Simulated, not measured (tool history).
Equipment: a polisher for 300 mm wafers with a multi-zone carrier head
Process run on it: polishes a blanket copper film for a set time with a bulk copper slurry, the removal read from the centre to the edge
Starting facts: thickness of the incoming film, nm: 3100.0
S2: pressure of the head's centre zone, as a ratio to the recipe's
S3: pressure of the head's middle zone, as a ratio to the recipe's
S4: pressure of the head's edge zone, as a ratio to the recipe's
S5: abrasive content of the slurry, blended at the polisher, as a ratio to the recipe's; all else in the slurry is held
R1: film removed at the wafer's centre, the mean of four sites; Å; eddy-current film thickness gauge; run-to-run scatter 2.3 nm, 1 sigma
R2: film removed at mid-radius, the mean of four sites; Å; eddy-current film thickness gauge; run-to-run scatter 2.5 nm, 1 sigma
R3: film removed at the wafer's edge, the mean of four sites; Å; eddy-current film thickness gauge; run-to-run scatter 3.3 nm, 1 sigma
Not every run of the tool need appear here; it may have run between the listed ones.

{"run": 1, "hour": 0.0, "flow of slurry (ml/min)": 220, "S2": 1, "S3": 1, "S4": 1, "S5": 1, "polishing time (s)": 36, "R1": 2866.6, "R2": 2840.5, "R3": 2898.5}
{"run": 2, "hour": 9.0, "flow of slurry (ml/min)": 215, "S2": 0.96, "S3": 1.02, "S4": 0.98, "S5": 0.9, "polishing time (s)": 36, "R1": 2642.5, "R2": 2817.3, "R3": 2764.5}
{"run": 3, "hour": 10.5, "flow of slurry (ml/min)": 210, "S2": 0.93, "S3": 1.03, "S4": 0.97, "S5": 0.85, "polishing time (s)": 36, "R1": 2578.7, "R2": 2776.4, "R3": 2773}
{"run": 4, "hour": 15.9, "flow of slurry (ml/min)": 210, "S2": 0.93, "S3": 1.03, "S4": 1.03, "S5": 0.85, "polishing time (s)": 36, "R1": 2524, "R2": 2754.1, "R3": 2855.8}
{"run": 5, "hour": 18.6, "flow of slurry (ml/min)": 210, "S2": 0.93, "S3": 1.07, "S4": 1.03, "S5": 0.85, "polishing time (s)": 36, "R1": 2468.2, "R2": 2866.9, "R3": 2858.4}
{"run": 6, "hour": 27.2, "flow of slurry (ml/min)": 210, "S2": 0.93, "S3": 1.07, "S4": 1.03, "S5": 1, "polishing time (s)": 36, "R1": 2671.3, "R2": 2980, "R3": 2911.9}
{"run": 7, "hour": 31.1, "flow of slurry (ml/min)": 210, "S2": 0.91, "S3": 1.09, "S4": 1.01, "S5": 0.9, "polishing time (s)": 36, "R1": 2514.8, "R2": 2950.2, "R3": 2806.1}
{"run": 8, "hour": 36.2, "flow of slurry (ml/min)": 205, "S2": 0.89, "S3": 1.1, "S4": 1, "S5": 0.85, "polishing time (s)": 36, "R1": 2431.5, "R2": 2919, "R3": 2714.8}
{"run": 9, "hour": 40.3, "flow of slurry (ml/min)": 200, "S2": 0.87, "S3": 1.11, "S4": 1, "S5": 0.8, "polishing time (s)": 36, "R1": 2333.6, "R2": 2900.5, "R3": 2694.1}

What does the tool deliver on the next run?
{"run": 10, "hour": 41.6, "flow of slurry (ml/min)": 195, "S2": 0.86, "S3": 1.12, "S4": 0.99, "S5": 0.75, "polishing time (s)": 36, "R1": "?", "R2": "?", "R3": "?"}

R1: 2256.4 Å
R2: 2875.4 Å
R3: 2678.6 Å

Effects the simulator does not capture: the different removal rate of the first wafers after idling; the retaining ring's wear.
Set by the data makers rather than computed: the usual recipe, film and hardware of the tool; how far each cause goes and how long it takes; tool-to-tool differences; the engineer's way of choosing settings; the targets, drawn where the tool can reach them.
